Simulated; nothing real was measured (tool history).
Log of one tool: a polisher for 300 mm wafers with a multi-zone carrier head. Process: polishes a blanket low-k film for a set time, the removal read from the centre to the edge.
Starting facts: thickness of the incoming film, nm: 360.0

| run | hour | flow of slurry (ml/min) | pressure of the head's centre zone | pressure of the head's middle zone | pressure of the head's edge zone | abrasive content of the slurry | polishing time (s) | film removed at the wafer's centre (Å) | film removed at mid-radius (Å) | film removed at the wafer's edge (Å) |
|---|---|---|---|---|---|---|---|---|---|---|
| 1 | 0.0 | 125 | 1.00 | 1.00 | 1.00 | 1.00 | 55 | 243.71 | 248.32 | 238.93 |
| 2 | 1.5 | 125 | 1.00 | 1.00 | 1.07 | 1.00 | 55 | 242.12 | 247.20 | 244.31 |
| 3 | 5.7 | 125 | 1.00 | 1.00 | 1.07 | 0.80 | 55 | 227.46 | 226.93 | 223.24 |
| 4 | 7.4 | 125 | 0.93 | 1.00 | 1.07 | 0.80 | 55 | 214.66 | 226.92 | 227.81 |
| 5 | 15.9 | 130 | 0.95 | 0.99 | 1.08 | 0.80 | 55 | 217.14 | 223.70 | 227.59 |
| 6 | 21.3 | 135 | 0.97 | 0.98 | 1.08 | 0.80 | 55 | 226.35 | 226.39 | 224.78 |
| 7 | 22.0 | 135 | 0.98 | 0.97 | 1.09 | 0.80 | 55 | 229.01 | 223.45 | 228.24 |
| 8 | 24.4 | 140 | 0.99 | 0.96 | 1.10 | 0.80 | 55 | 227.47 | 222.70 | 231.20 |
| 9 | 29.2 | 145 | 1.01 | 0.95 | 1.10 | 0.80 | 55 | 235.22 | 224.88 | 229.37 |
| 10 | 29.8 | 170 | 1.09 | 0.85 | 1.18 | 0.85 | 55 | 260.94 | 215.81 | 249.43 |
| 11 | 33.9 | 170 | 1.09 | 0.85 | 1.17 | 0.85 | 55 | 264.26 | 213.40 | 251.34 |
| 12 | 41.0 | 170 | 1.09 | 0.86 | 1.16 | 0.85 | 55 | 263.41 | 218.68 | 249.65 |

Estimate the outcome of run 13 from the log above:
| 13 | 47.2 | 170 | 1.09 | 0.86 | 1.15 | 0.85 | 55 | ? | ? | ? |

Run 13 came out at film removed at the wafer's centre (Å) 261.95, film removed at mid-radius (Å) 218.37, film removed at the wafer's edge (Å) 246.50.
